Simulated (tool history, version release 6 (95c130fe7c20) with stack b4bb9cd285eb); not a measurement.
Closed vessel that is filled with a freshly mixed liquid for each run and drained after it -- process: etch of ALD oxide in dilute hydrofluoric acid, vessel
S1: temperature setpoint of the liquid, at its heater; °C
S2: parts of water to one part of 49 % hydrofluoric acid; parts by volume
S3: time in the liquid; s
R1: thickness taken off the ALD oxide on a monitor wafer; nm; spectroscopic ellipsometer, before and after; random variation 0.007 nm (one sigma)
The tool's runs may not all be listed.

| run | hour | S1 | S2 | S3 | R1 |
|---|---|---|---|---|---|
| 1 | 0 | 22 | 205 | 30 | 1.5808 |
| 2 | 3.9 | 22 | 205 | 30 | 1.5934 |
| 3 | 6.6 | 21 | 215 | 30 | 1.4203 |
| 4 | 11.7 | 20.5 | 220 | 30 | 1.3791 |
| 5 | 13.9 | 20.5 | 250 | 30 | 1.1699 |
| 6 | 16.3 | 20 | 255 | 30 | 1.1249 |
| 7 | 21.3 | 20 | 255 | 30 | 1.1244 |
| 8 | 22 | 19.5 | 255 | 30 | 1.1013 |

For run 9, what comes out?
| 9 | 23.2 | 19 | 255 | 30 | ? |

R1: 1.0726 nm
